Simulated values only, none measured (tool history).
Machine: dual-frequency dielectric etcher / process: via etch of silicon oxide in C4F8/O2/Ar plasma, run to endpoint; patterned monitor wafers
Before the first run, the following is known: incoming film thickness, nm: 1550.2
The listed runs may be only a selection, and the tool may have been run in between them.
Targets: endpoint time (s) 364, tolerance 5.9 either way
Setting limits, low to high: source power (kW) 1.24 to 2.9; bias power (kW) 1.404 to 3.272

run  hour  source power (kW)  bias power (kW)  endpoint time (s)
  1     0               2.07            2.338             310.71
  2     9               1.97             2.32             316.76
  3    18               1.64             2.32             347.02
  4    23               1.89             2.32              324.3
  5  30.2               1.89            1.943             338.66
  6  32.6               1.85            1.937             342.72
  7  41.6               1.82            1.932              345.2
  8  43.6               1.53            1.881             381.93
  9  44.8               1.53            1.881             385.38
 10  45.5               1.85            1.937             343.71
 11  46.1               1.82            1.934             344.49
 12  53.9                1.8            1.931             351.67
 13  60.3               1.78            1.929             349.85

Which single option among these 4 for the next run brings every result within its allowed miss of target? Just one does.
  A  66.7               1.51            1.996                  ?
  B  66.7               1.89             1.45                  ?
  C  66.7               1.58            1.807                  ?
  D  66.7               1.49            1.933                  ?

move  endpoint time (s)
   A             378.08
   B             362.78
   C             378.31
   D             383.89
A: takes the biggest miss from the last run beyond its target
B: all results in spec
C: takes the biggest miss from the last run beyond its target
D: takes the biggest miss from the last run beyond its target
Correct choice: B, which meets every target

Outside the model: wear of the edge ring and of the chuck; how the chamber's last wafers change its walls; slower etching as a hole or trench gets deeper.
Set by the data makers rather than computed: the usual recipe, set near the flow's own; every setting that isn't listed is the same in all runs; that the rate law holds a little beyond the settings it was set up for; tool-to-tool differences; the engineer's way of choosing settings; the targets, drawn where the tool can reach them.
